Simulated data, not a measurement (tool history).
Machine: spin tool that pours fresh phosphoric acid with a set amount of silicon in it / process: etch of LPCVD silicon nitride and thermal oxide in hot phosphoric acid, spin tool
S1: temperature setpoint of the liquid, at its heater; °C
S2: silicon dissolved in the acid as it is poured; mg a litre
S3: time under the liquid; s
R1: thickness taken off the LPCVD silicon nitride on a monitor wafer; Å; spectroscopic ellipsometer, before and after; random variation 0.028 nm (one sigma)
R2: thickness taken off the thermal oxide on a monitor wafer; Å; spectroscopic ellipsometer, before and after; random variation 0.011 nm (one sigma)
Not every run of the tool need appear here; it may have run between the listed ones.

| run | day | S1 | S2 | S3 | R1 | R2 |
|---|---|---|---|---|---|---|
| 1 | 0 | 163 | 12 | 140 | 141.35 | 5.1827 |
| 2 | 0.112 | 163 | 12 | 195 | 199.29 | 6.8061 |
| 3 | 0.446 | 163 | 18.5 | 195 | 197.41 | 4.4739 |
| 4 | 0.642 | 163 | 18.5 | 160 | 162.22 | 4.3368 |
| 5 | 0.758 | 162.5 | 16.5 | 140 | 138.21 | 3.9561 |
|  | 0.925 | thermometer replaced |
| 6 | 0.925 | 162 | 17 | 125 | 117.4 | 2.8162 |
| 7 | 1.183 | 161.5 | 16 | 115 | 105.58 | 3.4501 |
| 8 | 1.446 | 161 | 17.5 | 105 | 95.119 | 2.4258 |
| 9 | 1.683 | 161 | 17.5 | 105 | 94.798 | 1.766 |
| 10 | 1.825 | 160.5 | 16.5 | 95 | 83.468 | 1.816 |
| 11 | 1.975 | 160 | 15.5 | 90 | 78.538 | 1.6591 |
| 12 | 2.067 | 158 | 8.5 | 20 | 16.278 | 0.45386 |
| 13 | 2.417 | 160.5 | 10 | 15 | 13.298 | 0.37144 |
| 14 | 2.462 | 160.5 | 12 | 15 | 13.229 | 0.3559 |

Run 15 has not been measured yet. What should we expect?
| 15 | 2.762 | 160.5 | 13.5 | 20 | ? | ? |

Logged for run 15: R1 17.812 Å, R2 0.45515 Å.
